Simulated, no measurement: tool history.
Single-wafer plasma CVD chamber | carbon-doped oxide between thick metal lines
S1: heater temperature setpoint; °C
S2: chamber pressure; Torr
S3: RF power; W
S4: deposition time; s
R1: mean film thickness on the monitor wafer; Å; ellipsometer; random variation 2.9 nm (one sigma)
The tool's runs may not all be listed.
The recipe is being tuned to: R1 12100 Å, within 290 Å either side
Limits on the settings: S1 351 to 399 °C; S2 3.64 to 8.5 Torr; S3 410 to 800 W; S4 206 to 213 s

run 1 hour=0 | S1=375 S2=6.07 S3=605 S4=206 | R1=10711
run 2 hour=2 | S1=375 S2=6.16 S3=625 S4=206 | R1=10859
run 3 hour=5.7 | S1=375 S2=6.16 S3=625 S4=213 | R1=11267
run 4 hour=8.2 | S1=375 S2=6.16 S3=625 S4=206 | R1=10873
run 5 hour=12.6 | S1=381 S2=6.16 S3=625 S4=206 | R1=10785
run 6 hour=18 | S1=381 S2=6.19 S3=645 S4=207 | R1=11023
run 7 hour=19.4 | S1=381 S2=6.24 S3=660 S4=207 | R1=11198
run 8 hour=27.3 | S1=381 S2=6.28 S3=675 S4=207 | R1=11370
run 9 hour=32.9 | S1=381 S2=6.33 S3=685 S4=207 | R1=11458

4 candidate next runs follow, results not yet known. Just one meets every target within its allowed miss. Identify it.
run A hour=38.5 | S1=377 S2=5.3 S3=715 S4=213 | R1=?
run B hour=38.5 | S1=380 S2=6.16 S3=635 S4=206 | R1=?
run C hour=38.5 | S1=372 S2=6.54 S3=665 S4=206 | R1=?
run D hour=38.5 | S1=392 S2=5.55 S3=670 S4=206 | R1=?

move=A R1=11998
move=B R1=10912
move=C R1=11457
move=D R1=10955
A: every result lands within tolerance
B: lands further from the targets than the last run did
C: no nearer and no further than the last run
D: lands further from the targets than the last run did
Move A is the one to make.
